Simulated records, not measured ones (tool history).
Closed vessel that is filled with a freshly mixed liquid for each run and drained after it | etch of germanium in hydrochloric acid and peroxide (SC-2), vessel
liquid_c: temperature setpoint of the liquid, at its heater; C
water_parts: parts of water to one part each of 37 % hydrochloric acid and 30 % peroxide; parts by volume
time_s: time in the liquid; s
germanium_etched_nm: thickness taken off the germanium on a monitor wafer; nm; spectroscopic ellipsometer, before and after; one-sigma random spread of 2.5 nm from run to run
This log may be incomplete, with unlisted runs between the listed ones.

run	hour	liquid_c	water_parts	time_s	germanium_etched_nm
1	0	61	5.5	95	405.58
2	4.9	61	7.5	95	396.5
3	9	61.5	7.5	95	402.47
4	11	61.5	7.5	100	426.87
5	13.7	61.5	5.5	100	431.55
6	15.6	66	5.5	100	490.73
7	16.8	65.5	5.5	100	484.66
8	17.7	65	5.5	100	478.18
9	23	64.5	5.5	100	470.97

What does the tool deliver on the next run?
10	28.9	64	5.5	100	?

germanium_etched_nm: 465.79 nm
